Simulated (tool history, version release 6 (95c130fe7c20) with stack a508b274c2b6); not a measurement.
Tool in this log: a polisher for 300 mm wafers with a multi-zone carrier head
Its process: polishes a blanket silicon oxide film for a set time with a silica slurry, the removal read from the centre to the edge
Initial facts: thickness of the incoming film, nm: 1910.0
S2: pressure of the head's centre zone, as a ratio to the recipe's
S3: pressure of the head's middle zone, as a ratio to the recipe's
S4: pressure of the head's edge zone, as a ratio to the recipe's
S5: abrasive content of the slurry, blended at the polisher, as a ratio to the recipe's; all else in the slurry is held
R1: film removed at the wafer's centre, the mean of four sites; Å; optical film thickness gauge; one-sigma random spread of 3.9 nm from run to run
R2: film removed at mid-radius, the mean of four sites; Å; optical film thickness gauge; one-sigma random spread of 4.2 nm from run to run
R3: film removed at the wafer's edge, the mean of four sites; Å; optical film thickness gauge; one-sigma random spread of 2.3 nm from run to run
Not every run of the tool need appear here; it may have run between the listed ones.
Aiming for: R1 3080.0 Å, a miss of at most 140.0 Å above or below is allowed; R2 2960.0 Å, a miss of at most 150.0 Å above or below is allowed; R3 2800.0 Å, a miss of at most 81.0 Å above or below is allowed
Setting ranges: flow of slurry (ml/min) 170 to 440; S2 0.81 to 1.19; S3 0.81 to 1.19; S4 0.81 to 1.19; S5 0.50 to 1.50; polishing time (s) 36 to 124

{"run": 1, "hour": 0.0, "flow of slurry (ml/min)": 280, "S2": 1.0, "S3": 1.0, "S4": 1.0, "S5": 1.0, "polishing time (s)": 79, "R1": 3856.6, "R2": 3566.9, "R3": 3689.5}
{"run": 2, "hour": 2.4, "flow of slurry (ml/min)": 280, "S2": 1.0, "S3": 1.0, "S4": 0.98, "S5": 0.95, "polishing time (s)": 79, "R1": 3733.6, "R2": 3584.4, "R3": 3522.9}
{"run": 3, "hour": 3.9, "flow of slurry (ml/min)": 345, "S2": 1.0, "S3": 1.0, "S4": 0.98, "S5": 0.95, "polishing time (s)": 79, "R1": 3784.0, "R2": 3579.6, "R3": 3525.0}
{"run": 4, "hour": 4.9, "flow of slurry (ml/min)": 345, "S2": 1.0, "S3": 0.99, "S4": 0.96, "S5": 0.9, "polishing time (s)": 79, "R1": 3762.1, "R2": 3349.7, "R3": 3415.6}
{"run": 5, "hour": 6.9, "flow of slurry (ml/min)": 345, "S2": 1.0, "S3": 0.99, "S4": 0.96, "S5": 0.9, "polishing time (s)": 61, "R1": 2843.9, "R2": 2649.2, "R3": 2646.0}
{"run": 6, "hour": 13.2, "flow of slurry (ml/min)": 345, "S2": 1.0, "S3": 0.99, "S4": 0.96, "S5": 0.9, "polishing time (s)": 42, "R1": 1920.8, "R2": 1862.2, "R3": 1812.9}
{"run": 7, "hour": 18.8, "flow of slurry (ml/min)": 345, "S2": 1.01, "S3": 1.0, "S4": 0.97, "S5": 1.0, "polishing time (s)": 43, "R1": 2146.3, "R2": 2077.1, "R3": 1946.0}
{"run": 8, "hour": 22.1, "flow of slurry (ml/min)": 340, "S2": 1.01, "S3": 0.99, "S4": 0.98, "S5": 1.1, "polishing time (s)": 44, "R1": 2307.8, "R2": 2204.8, "R3": 2137.0}
{"run": 9, "hour": 29.6, "flow of slurry (ml/min)": 340, "S2": 1.02, "S3": 1.0, "S4": 0.99, "S5": 1.15, "polishing time (s)": 44, "R1": 2448.3, "R2": 2334.7, "R3": 2196.4}
{"run": 10, "hour": 32.0, "flow of slurry (ml/min)": 335, "S2": 1.02, "S3": 1.0, "S4": 1.01, "S5": 1.2, "polishing time (s)": 44, "R1": 2405.6, "R2": 2297.3, "R3": 2278.3}
{"run": 11, "hour": 37.3, "flow of slurry (ml/min)": 335, "S2": 1.04, "S3": 1.02, "S4": 1.02, "S5": 1.25, "polishing time (s)": 44, "R1": 2484.8, "R2": 2433.6, "R3": 2330.1}
{"run": 12, "hour": 40.8, "flow of slurry (ml/min)": 335, "S2": 1.05, "S3": 1.02, "S4": 1.03, "S5": 1.3, "polishing time (s)": 44, "R1": 2619.2, "R2": 2396.7, "R3": 2393.0}
{"run": 13, "hour": 48.2, "flow of slurry (ml/min)": 335, "S2": 1.05, "S3": 1.03, "S4": 1.03, "S5": 1.35, "polishing time (s)": 45, "R1": 2651.7, "R2": 2519.6, "R3": 2497.0}
{"hour": 56.3, "done": "slurry nozzle cleaned"}
{"run": 14, "hour": 56.3, "flow of slurry (ml/min)": 360, "S2": 1.15, "S3": 1.13, "S4": 1.1, "S5": 1.5, "polishing time (s)": 46, "R1": 3195.7, "R2": 3044.6, "R3": 2833.2}

Which single option among these 5 for the next run brings every result within its allowed miss of target? Just one does.
{"run": "A", "hour": 64.4, "flow of slurry (ml/min)": 310, "S2": 1.19, "S3": 1.08, "S4": 1.03, "S5": 1.45, "polishing time (s)": 48, "R1": "?", "R2": "?", "R3": "?"}
{"run": "B", "hour": 64.4, "flow of slurry (ml/min)": 375, "S2": 1.1, "S3": 1.12, "S4": 1.13, "S5": 1.5, "polishing time (s)": 45, "R1": "?", "R2": "?", "R3": "?"}
{"run": "C", "hour": 64.4, "flow of slurry (ml/min)": 430, "S2": 1.16, "S3": 1.19, "S4": 1.12, "S5": 1.5, "polishing time (s)": 46, "R1": "?", "R2": "?", "R3": "?"}
{"run": "D", "hour": 64.4, "flow of slurry (ml/min)": 325, "S2": 1.1, "S3": 1.19, "S4": 1.09, "S5": 1.45, "polishing time (s)": 48, "R1": "?", "R2": "?", "R3": "?"}
{"run": "E", "hour": 64.4, "flow of slurry (ml/min)": 360, "S2": 1.19, "S3": 1.12, "S4": 1.08, "S5": 1.5, "polishing time (s)": 47, "R1": "?", "R2": "?", "R3": "?"}

move=A R1=3396.7 R2=2903.6 R3=2751.5
move=B R1=3053.8 R2=2893.5 R3=2765.6
move=C R1=3317.0 R2=3146.4 R3=2833.7
move=D R1=3173.6 R2=3170.6 R3=2831.1
move=E R1=3420.2 R2=3011.4 R3=2819.1
A: moves away from the targets compared with the last run
B: all results land within tolerance of their targets
C: moves away from the targets compared with the last run
D: brings the result that was furthest off to its target, and leaves another outside
E: moves away from the targets compared with the last run
Move B is the one to make.
